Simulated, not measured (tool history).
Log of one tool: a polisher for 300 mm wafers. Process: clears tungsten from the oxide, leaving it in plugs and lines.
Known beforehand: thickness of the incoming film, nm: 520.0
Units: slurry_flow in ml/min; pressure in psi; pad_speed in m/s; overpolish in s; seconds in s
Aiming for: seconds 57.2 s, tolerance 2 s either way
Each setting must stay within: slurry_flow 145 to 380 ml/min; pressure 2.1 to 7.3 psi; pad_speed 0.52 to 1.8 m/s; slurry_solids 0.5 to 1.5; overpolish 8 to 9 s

run	day	slurry_flow	pressure	pad_speed	slurry_solids	overpolish	seconds
1	0	245	4.7	1.16	1	9	96.46
2	0.358	245	4.9	1.16	1	9	91.256
3	0.575	245	5.1	1.16	1	9	87.514
4	0.767	245	5.1	1.44	1	9	76.654
5	0.962	245	5.1	1.22	1	9	86.692
6	1.225	245	5.3	1.22	1	9	82.267
# day 1.425: worn pad replaced by a new one
7	1.425	245	5.5	1.22	1	9	73.767
8	1.704	250	6.5	1.22	1	9	61.639

Pick the move, out of 4, that brings all results within their allowed miss; only one does.
A	1.983	320	7.3	1.36	0.9	9	?
B	1.983	250	7	1.34	1.4	9	?
C	1.983	270	6.2	1.14	0.85	9	?
D	1.983	240	6.5	1.38	1	8	?

move	seconds
A	52.413
B	51.287
C	70.28
D	58.31
A: takes the result that was furthest off past its target
B: takes the result that was furthest off past its target
C: lands further from the targets than the last run did
D: each result inside its tolerance
The right move is D.

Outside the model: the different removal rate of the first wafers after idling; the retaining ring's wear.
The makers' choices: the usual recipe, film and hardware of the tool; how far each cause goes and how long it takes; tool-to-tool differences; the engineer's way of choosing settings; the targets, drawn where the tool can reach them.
